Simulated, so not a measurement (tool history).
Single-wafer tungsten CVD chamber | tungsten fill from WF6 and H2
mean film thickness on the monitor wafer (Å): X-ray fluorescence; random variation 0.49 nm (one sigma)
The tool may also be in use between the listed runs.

run	day	heater temperature setpoint (K)	chamber pressure (Torr)	deposition time (s)	mean film thickness on the monitor wafer (Å)
1	0.000	668.15	35.2	24.3	727.95
2	0.192	668.15	37.6	24.3	760.68
3	0.458	668.15	40.5	24.3	802.38
4	0.521	668.15	45.9	24.3	863.49
5	0.867	671.15	46.1	24.3	911.24
6	0.925	671.15	49.3	24.3	954.47
7	1.171	671.15	49.3	24.3	945.20
8	1.321	673.15	49.3	24.3	984.03
9	1.567	675.15	49.3	24.3	1011.10
10	1.800	676.15	49.3	24.3	1030.10

Run 11 comes next. What will it give?
11	1.900	677.15	49.3	24.3	?

mean film thickness on the monitor wafer (Å): 1045.20

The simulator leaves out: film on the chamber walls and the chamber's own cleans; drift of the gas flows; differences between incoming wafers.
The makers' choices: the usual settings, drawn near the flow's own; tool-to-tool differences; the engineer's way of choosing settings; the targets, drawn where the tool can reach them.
